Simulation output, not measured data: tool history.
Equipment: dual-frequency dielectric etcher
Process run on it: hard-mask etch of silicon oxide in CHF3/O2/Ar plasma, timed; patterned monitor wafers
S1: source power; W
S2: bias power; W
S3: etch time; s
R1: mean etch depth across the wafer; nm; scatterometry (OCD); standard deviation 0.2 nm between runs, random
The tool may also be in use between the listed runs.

run 1 hour=0 | S1=740 S2=230 S3=11.5 | R1=27.858
run 2 hour=4.9 | S1=740 S2=210 S3=11.5 | R1=26.833
run 3 hour=13.9 | S1=800 S2=218 S3=11.5 | R1=27.809
run 4 hour=17.2 | S1=890 S2=218 S3=11.5 | R1=29.463
run 5 hour=22.7 | S1=890 S2=218 S3=10.5 | R1=26.69
run 6 hour=25.4 | S1=910 S2=235 S3=10.5 | R1=27.662
run 7 hour=32.2 | S1=930 S2=249 S3=10.5 | R1=28.542
run 8 hour=35.4 | S1=950 S2=260 S3=10.5 | R1=28.647
run 9 hour=39.3 | S1=1030 S2=292 S3=11.5 | R1=33.481
run 10 hour=47.6 | S1=1010 S2=289 S3=11.5 | R1=33.365

Estimate the outcome of run 11 from the log above:
run 11 hour=50.7 | S1=990 S2=286 S3=11.5 | R1=?

Run 11 gave R1 32.678 nm.

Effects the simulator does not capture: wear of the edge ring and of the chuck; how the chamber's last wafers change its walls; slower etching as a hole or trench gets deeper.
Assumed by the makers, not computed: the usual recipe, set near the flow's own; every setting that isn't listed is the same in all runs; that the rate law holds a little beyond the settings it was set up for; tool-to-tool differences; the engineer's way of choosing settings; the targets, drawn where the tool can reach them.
